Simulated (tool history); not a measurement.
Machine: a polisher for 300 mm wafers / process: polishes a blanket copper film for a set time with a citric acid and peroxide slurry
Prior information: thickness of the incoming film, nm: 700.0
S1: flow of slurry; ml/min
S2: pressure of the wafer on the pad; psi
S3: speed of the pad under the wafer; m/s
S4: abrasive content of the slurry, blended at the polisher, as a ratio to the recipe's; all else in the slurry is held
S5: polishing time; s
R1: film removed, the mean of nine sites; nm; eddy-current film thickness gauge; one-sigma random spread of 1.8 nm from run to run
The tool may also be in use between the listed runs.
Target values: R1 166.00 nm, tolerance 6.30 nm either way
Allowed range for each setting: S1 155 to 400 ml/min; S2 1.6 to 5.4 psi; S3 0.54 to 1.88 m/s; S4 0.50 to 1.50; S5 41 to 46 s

run  hour   S1   S2    S3    S4  S5      R1
  1   0.0  255  3.5  1.20  1.00  46  123.53
  2   1.1  300  3.5  1.20  1.00  46  124.67
  3   6.8  325  3.5  1.20  1.00  46  125.62
  4  12.7  325  3.5  1.20  1.10  46  128.16
  5  17.9  325  3.5  1.20  1.10  41  113.41
  6  24.8  325  3.5  1.20  1.25  41  118.27
  7  33.1  325  3.7  1.20  1.25  41  124.72
  8  39.0  325  3.8  1.20  1.25  41  125.29
  9  42.7  325  4.0  1.20  1.25  41  135.31
 10  43.7  325  4.1  1.20  1.25  41  137.04
 11  51.6  325  4.2  1.20  1.25  41  136.73
 12  57.7  325  4.3  1.20  1.25  41  143.78
 13  65.7  325  4.4  1.20  1.25  41  148.20
 14  73.7  325  4.5  1.20  1.25  41  154.21
 15  78.1  325  4.6  1.20  1.25  41  152.88

Which of these 4 next moves meets every target?
  A  82.5  340  4.3  1.24  1.25  42   ?
  B  82.5  340  4.3  1.26  1.25  41   ?
  C  82.5  335  4.5  1.12  1.30  44   ?
  D  82.5  370  4.2  1.40  1.40  41   ?

move      R1
   A  152.44
   B  151.15
   C  152.39
   D  168.75
A: as far off as the last run
B: further off than the last run
C: as far off as the last run
D: all results in spec
D meets every target.
